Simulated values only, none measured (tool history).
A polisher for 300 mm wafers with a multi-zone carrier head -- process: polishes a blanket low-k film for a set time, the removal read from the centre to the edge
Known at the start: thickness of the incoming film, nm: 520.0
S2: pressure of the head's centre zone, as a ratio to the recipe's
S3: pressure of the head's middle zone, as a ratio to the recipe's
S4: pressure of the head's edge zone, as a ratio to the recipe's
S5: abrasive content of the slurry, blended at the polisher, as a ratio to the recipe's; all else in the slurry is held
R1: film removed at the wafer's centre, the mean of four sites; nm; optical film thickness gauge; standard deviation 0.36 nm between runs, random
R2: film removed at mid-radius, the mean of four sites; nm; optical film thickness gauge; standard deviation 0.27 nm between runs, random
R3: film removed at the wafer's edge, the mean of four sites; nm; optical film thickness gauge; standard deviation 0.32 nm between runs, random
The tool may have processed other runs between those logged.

{"run": 1, "day": 0.0, "flow of slurry (ml/min)": 180, "S2": 1.0, "S3": 1.0, "S4": 1.0, "S5": 1.0, "polishing time (s)": 87, "R1": 36.517, "R2": 34.804, "R3": 34.753}
{"run": 2, "day": 0.254, "flow of slurry (ml/min)": 150, "S2": 1.0, "S3": 1.0, "S4": 1.0, "S5": 1.0, "polishing time (s)": 87, "R1": 35.163, "R2": 34.296, "R3": 33.01}
{"run": 3, "day": 0.429, "flow of slurry (ml/min)": 140, "S2": 0.96, "S3": 0.99, "S4": 0.98, "S5": 0.95, "polishing time (s)": 87, "R1": 31.902, "R2": 32.718, "R3": 33.001}
{"run": 4, "day": 0.721, "flow of slurry (ml/min)": 140, "S2": 0.96, "S3": 0.99, "S4": 0.9, "S5": 0.95, "polishing time (s)": 87, "R1": 32.751, "R2": 34.058, "R3": 31.556}
{"run": 5, "day": 0.958, "flow of slurry (ml/min)": 135, "S2": 0.94, "S3": 0.99, "S4": 0.89, "S5": 0.9, "polishing time (s)": 87, "R1": 31.732, "R2": 32.847, "R3": 30.852}
{"run": 6, "day": 1.108, "flow of slurry (ml/min)": 110, "S2": 0.94, "S3": 0.99, "S4": 0.89, "S5": 0.9, "polishing time (s)": 87, "R1": 30.537, "R2": 31.556, "R3": 29.638}
{"run": 7, "day": 1.217, "flow of slurry (ml/min)": 110, "S2": 0.92, "S3": 1.0, "S4": 0.88, "S5": 0.85, "polishing time (s)": 87, "R1": 28.928, "R2": 31.004, "R3": 28.939}
{"run": 8, "day": 1.55, "flow of slurry (ml/min)": 110, "S2": 0.91, "S3": 1.0, "S4": 0.88, "S5": 0.85, "polishing time (s)": 87, "R1": 28.819, "R2": 30.876, "R3": 29.149}
{"run": 9, "day": 1.625, "flow of slurry (ml/min)": 110, "S2": 0.9, "S3": 1.01, "S4": 0.87, "S5": 0.8, "polishing time (s)": 87, "R1": 28.818, "R2": 30.524, "R3": 28.695}
{"run": 10, "day": 1.888, "flow of slurry (ml/min)": 110, "S2": 0.88, "S3": 1.02, "S4": 0.86, "S5": 0.8, "polishing time (s)": 87, "R1": 27.245, "R2": 31.241, "R3": 28.485}

Run 11, settings as shown, results not yet in. Your forecast:
{"run": 11, "day": 2.083, "flow of slurry (ml/min)": 110, "S2": 0.88, "S3": 1.01, "S4": 0.86, "S5": 0.8, "polishing time (s)": 87, "R1": "?", "R2": "?", "R3": "?"}

{"run 11": {"R1": 27.657, "R2": 31.272, "R3": 28.317}}
